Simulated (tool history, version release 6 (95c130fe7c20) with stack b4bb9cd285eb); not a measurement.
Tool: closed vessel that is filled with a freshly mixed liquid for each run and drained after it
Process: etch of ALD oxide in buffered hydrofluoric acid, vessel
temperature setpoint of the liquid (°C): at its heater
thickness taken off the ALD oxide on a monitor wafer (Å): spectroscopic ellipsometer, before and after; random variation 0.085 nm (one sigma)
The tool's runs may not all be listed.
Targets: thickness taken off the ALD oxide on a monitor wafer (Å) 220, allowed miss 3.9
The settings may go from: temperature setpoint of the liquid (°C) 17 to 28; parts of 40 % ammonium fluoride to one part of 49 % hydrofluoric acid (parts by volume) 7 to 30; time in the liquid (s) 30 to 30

run  hour  temperature setpoint of the liquid (°C)  parts of 40 % ammonium fluoride to one part of 49 % hydrofluoric acid (parts by volume)  time in the liquid (s)  thickness taken off the ALD oxide on a monitor wafer (Å)
  1     0                                       20                                                                                       20                      30                                                    360.58
  2   7.6                                       20                                                                                       20                      30                                                    360.97
  3  13.3                                       19                                                                                       22                      30                                                    318.23
  4  15.5                                       19                                                                                       22                      30                                                    318.41
  5  19.2                                     18.5                                                                                       24                      30                                                    293.05
  6  26.3                                       18                                                                                     25.5                      30                                                    272.39
  7  30.8                                       17                                                                                       30                      30                                                    229.07
  8  38.5                                       17                                                                                     29.5                      30                                                    232.35
  9  43.1                                       17                                                                                       30                      30                                                    229.61
 10  44.6                                       17                                                                                     29.5                      30                                                    232.79
     47.6  -- thermometer replaced
 11  47.6                                       17                                                                                       30                      30                                                    206.44
 12    53                                     17.5                                                                                       30                      30                                                    211.01
 13  54.7                                       17                                                                                     29.5                      30                                                    205.65
 14    61                                     17.5                                                                                     29.5                      30                                                    213.29
 15  61.9                                       17                                                                                     29.5                      30                                                    207.23

Which of these 5 next moves meets every target?
  A  62.8                                       19                                                                                       30                      30                                                         ?
  B  62.8                                       17                                                                                       26                      30                                                         ?
  C  62.8                                       17                                                                                       27                      30                                                         ?
  D  62.8                                       17                                                                                       30                      30                                                         ?
  E  62.8                                       17                                                                                     28.5                      30                                                         ?

move  thickness taken off the ALD oxide on a monitor wafer (Å)
   A                                                    229.77
   B                                                    226.36
   C                                                    220.51
   D                                                    204.97
   E                                                     212.4
A: takes the result that was furthest off past its target
B: takes the result that was furthest off past its target
C: meets every target
D: further off than the last run
E: nearer than the last run, and not there yet
The right move is C.

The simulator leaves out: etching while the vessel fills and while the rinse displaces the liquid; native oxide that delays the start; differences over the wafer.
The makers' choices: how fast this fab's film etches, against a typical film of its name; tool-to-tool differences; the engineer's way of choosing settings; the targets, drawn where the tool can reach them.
